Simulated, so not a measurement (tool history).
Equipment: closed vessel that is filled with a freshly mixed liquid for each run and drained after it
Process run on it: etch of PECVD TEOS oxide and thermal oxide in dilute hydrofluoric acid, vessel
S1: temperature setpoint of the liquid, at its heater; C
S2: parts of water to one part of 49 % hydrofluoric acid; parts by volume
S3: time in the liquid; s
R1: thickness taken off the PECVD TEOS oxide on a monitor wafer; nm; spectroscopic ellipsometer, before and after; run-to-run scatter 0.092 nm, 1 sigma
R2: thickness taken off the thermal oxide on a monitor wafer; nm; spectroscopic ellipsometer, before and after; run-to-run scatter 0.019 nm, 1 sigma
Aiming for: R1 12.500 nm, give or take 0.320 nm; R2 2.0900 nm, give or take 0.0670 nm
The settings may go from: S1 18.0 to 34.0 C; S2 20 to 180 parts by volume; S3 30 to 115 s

{"run": 1, "hour": 0.0, "S1": 26.0, "S2": 100, "S3": 60, "R1": 19.095, "R2": 3.2483}
{"run": 2, "hour": 4.7, "S1": 26.0, "S2": 115, "S3": 60, "R1": 16.089, "R2": 2.7106}
{"run": 3, "hour": 5.7, "S1": 28.5, "S2": 115, "S3": 60, "R1": 17.813, "R2": 3.0237}
{"run": 4, "hour": 9.6, "S1": 30.0, "S2": 115, "S3": 60, "R1": 18.789, "R2": 3.1316}
{"run": 5, "hour": 16.7, "S1": 27.0, "S2": 115, "S3": 60, "R1": 16.937, "R2": 2.7894}
{"run": 6, "hour": 24.4, "S1": 24.5, "S2": 115, "S3": 60, "R1": 15.442, "R2": 2.5672}
{"run": 7, "hour": 29.1, "S1": 22.5, "S2": 115, "S3": 60, "R1": 14.315, "R2": 2.3788}
{"run": 8, "hour": 30.3, "S1": 21.5, "S2": 115, "S3": 60, "R1": 13.49, "R2": 2.3142}
{"run": 9, "hour": 33.3, "S1": 21.0, "S2": 115, "S3": 60, "R1": 13.356, "R2": 2.218}

4 next moves are on the table. One of them brings every result within its allowed miss. Which?
{"run": "A", "hour": 36.3, "S1": 20.0, "S2": 105, "S3": 50, "R1": "?", "R2": "?"}
{"run": "B", "hour": 36.3, "S1": 23.0, "S2": 105, "S3": 50, "R1": "?", "R2": "?"}
{"run": "C", "hour": 36.3, "S1": 20.0, "S2": 125, "S3": 65, "R1": "?", "R2": "?"}
{"run": "D", "hour": 36.3, "S1": 18.5, "S2": 100, "S3": 50, "R1": "?", "R2": "?"}

move=A R1=11.904 R2=1.9936
move=B R1=13.437 R2=2.2504
move=C R1=12.718 R2=2.1300
move=D R1=11.813 R2=1.9784
A: takes the result that was furthest off past its target
B: the biggest miss grows against the last run
C: each result inside its tolerance
D: takes the result that was furthest off past its target
The move that meets every target is C.
